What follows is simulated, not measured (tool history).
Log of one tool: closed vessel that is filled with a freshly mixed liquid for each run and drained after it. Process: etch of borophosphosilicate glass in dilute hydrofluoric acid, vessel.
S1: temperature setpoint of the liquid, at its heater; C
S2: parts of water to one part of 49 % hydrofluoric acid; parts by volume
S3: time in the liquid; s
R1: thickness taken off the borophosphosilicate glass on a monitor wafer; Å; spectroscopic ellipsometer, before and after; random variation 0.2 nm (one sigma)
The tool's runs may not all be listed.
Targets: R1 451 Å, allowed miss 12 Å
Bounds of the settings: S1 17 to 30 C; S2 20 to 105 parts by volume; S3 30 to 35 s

run 1 hour=0 | S1=22 S2=55 S3=35 | R1=202.41
run 2 hour=4.7 | S1=20.5 S2=55 S3=35 | R1=188.37
run 3 hour=9.3 | S1=20.5 S2=55 S3=35 | R1=188.57
run 4 hour=15.8 | S1=21.5 S2=50 S3=35 | R1=219.21
run 5 hour=21.4 | S1=18 S2=50 S3=35 | R1=188.28
run 6 hour=28 | S1=18 S2=70 S3=35 | R1=131.72
run 7 hour=29.4 | S1=22 S2=45 S3=35 | R1=251.37
run 8 hour=34.7 | S1=23 S2=45 S3=35 | R1=260.76
run 9 hour=43.5 | S1=24 S2=45 S3=35 | R1=272.08
run 10 hour=45.6 | S1=24 S2=45 S3=35 | R1=270.83
run 11 hour=54.6 | S1=24.5 S2=45 S3=35 | R1=279.45
run 12 hour=59.7 | S1=25 S2=45 S3=35 | R1=283.85
run 13 hour=62.8 | S1=25.5 S2=45 S3=35 | R1=287.48
run 14 hour=66.9 | S1=29.5 S2=30 S3=35 | R1=521.64

4 next moves are on the table. One of them brings every result within its allowed miss. Which?
run A hour=71 | S1=28.5 S2=25 S3=35 | R1=?
run B hour=71 | S1=30 S2=35 S3=35 | R1=?
run C hour=71 | S1=30 S2=25 S3=35 | R1=?
run D hour=71 | S1=29.5 S2=25 S3=35 | R1=?

move=A R1=604.07
move=B R1=451.28
move=C R1=641.87
move=D R1=629.06
A: further off than the last run
B: meets every target
C: further off than the last run
D: further off than the last run
Answer: B

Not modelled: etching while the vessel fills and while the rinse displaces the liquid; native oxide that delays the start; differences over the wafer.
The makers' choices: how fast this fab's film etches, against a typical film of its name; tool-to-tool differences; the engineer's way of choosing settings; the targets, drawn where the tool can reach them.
